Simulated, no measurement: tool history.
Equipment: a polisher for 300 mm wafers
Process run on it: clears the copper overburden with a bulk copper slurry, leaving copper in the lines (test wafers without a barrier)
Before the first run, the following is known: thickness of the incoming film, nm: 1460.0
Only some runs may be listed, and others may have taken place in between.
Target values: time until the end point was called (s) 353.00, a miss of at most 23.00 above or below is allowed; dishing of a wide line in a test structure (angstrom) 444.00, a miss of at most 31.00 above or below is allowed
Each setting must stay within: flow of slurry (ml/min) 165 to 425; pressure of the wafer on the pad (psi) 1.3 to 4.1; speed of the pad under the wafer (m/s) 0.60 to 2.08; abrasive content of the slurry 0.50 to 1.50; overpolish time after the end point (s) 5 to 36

| run | day | flow of slurry (ml/min) | pressure of the wafer on the pad (psi) | speed of the pad under the wafer (m/s) | abrasive content of the slurry | overpolish time after the end point (s) | time until the end point was called (s) | dishing of a wide line in a test structure (angstrom) |
|---|---|---|---|---|---|---|---|---|
| 1 | 0.000 | 275 | 2.7 | 1.34 | 1.00 | 18 | 147.20 | 681.91 |
| 2 | 0.179 | 270 | 2.3 | 1.18 | 1.00 | 17 | 192.43 | 627.39 |
| 3 | 0.404 | 270 | 2.3 | 1.18 | 1.00 | 24 | 193.05 | 729.77 |
| 4 | 0.579 | 270 | 2.3 | 1.18 | 1.00 | 18 | 197.26 | 618.08 |
| 5 | 0.858 | 270 | 2.0 | 1.10 | 1.00 | 16 | 243.37 | 547.40 |
| 6 | 1.133 | 270 | 1.8 | 1.08 | 1.00 | 15 | 269.97 | 466.38 |
| 7 | 1.508 | 270 | 1.7 | 1.04 | 1.00 | 16 | 290.34 | 443.24 |
| 8 | 1.742 | 270 | 1.6 | 1.00 | 1.00 | 18 | 329.60 | 450.41 |

Exactly one of the 4 candidate moves below puts every result within its allowed miss. Which one?
| A | 1.975 | 310 | 1.8 | 0.86 | 0.65 | 19 | ? | ? |
| B | 1.975 | 310 | 1.8 | 0.72 | 1.30 | 26 | ? | ? |
| C | 1.975 | 255 | 1.4 | 0.98 | 0.85 | 27 | ? | ? |
| D | 1.975 | 165 | 2.1 | 0.60 | 0.95 | 28 | ? | ? |

| move | time until the end point was called (s) | dishing of a wide line in a test structure (angstrom) |
|---|---|---|
| A | 351.33 | 460.58 |
| B | 365.72 | 542.11 |
| C | 388.83 | 520.75 |
| D | 425.31 | 526.45 |
A: every result lands within tolerance
B: puts the biggest miss on target and leaves a different result outside tolerance
C: takes the result that was furthest off past its target
D: takes the result that was furthest off past its target
A is the move that brings every result within its allowed miss.

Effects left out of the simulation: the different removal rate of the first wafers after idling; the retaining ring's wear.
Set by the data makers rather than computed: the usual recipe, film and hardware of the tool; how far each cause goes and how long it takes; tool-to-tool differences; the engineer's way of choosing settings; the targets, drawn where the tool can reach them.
